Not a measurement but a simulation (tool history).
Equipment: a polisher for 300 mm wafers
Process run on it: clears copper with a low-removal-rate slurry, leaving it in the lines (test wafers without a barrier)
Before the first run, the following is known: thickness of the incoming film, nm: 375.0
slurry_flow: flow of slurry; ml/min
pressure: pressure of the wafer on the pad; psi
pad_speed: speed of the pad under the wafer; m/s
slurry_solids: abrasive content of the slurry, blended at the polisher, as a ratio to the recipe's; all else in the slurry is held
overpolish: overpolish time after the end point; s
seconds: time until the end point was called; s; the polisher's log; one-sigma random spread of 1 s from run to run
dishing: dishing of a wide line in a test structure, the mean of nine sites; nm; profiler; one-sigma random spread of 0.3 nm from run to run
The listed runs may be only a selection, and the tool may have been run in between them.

run	hour	slurry_flow	pressure	pad_speed	slurry_solids	overpolish	seconds	dishing
1	0	190	2.5	0.98	1	13	109.68	19.162
2	6.9	190	2.8	1	1	12	96.916	19.372
3	11.9	170	2.8	1	1	12	100.37	19.615
4	17.1	185	3	1	1	11	95.491	19.458
5	17.9	190	3.2	1.04	1	10	87.484	18.928
6	23.6	190	3.2	1.14	1	10	78.958	19.919

Predict the results of run 7:
7	27.9	190	3.4	1.16	1	10	?	?

For run 7 the tool returned seconds 74.232 s, dishing 20.762 nm.
